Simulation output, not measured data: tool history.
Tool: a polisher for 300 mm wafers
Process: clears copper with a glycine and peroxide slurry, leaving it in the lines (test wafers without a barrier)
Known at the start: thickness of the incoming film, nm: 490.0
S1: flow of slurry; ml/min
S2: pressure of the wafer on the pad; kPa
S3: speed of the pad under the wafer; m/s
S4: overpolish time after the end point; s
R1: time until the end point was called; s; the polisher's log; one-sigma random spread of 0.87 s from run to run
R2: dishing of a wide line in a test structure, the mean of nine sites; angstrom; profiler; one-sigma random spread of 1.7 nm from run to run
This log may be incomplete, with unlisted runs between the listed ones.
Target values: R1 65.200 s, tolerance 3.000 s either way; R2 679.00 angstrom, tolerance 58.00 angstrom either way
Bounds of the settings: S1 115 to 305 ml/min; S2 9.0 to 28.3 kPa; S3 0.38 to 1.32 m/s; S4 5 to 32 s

run,hour,S1,S2,S3,S4,R1,R2
1,0.0,195,18.6,0.84,16,106.000,539.50
2,3.7,195,21.4,0.86,15,94.608,531.35
3,10.4,195,21.4,0.86,12,92.639,449.84
4,18.5,195,23.4,0.88,13,86.150,532.63
5,26.7,240,23.4,0.88,13,84.201,541.83
6,27.9,240,24.8,0.90,13,77.998,561.92
7,35.7,240,25.5,0.92,13,74.978,574.36
8,39.9,240,26.2,0.94,13,72.411,581.29
9,45.2,240,26.9,0.96,13,68.089,602.08

Exactly one of the 4 candidate moves below puts every result within its allowed miss. Which one?
A,50.5,190,27.6,0.92,11,?,?
B,50.5,215,28.3,1.08,13,?,?
C,50.5,225,28.3,0.98,14,?,?
D,50.5,275,24.1,1.12,11,?,?

move,R1,R2
A,71.822,510.97
B,60.555,667.25
C,65.413,667.38
D,65.766,545.25
A: the biggest miss grows against the last run
B: puts the biggest miss on target and leaves a different result outside tolerance
C: meets every target
D: the biggest miss grows against the last run
C is the move that brings every result within its allowed miss.
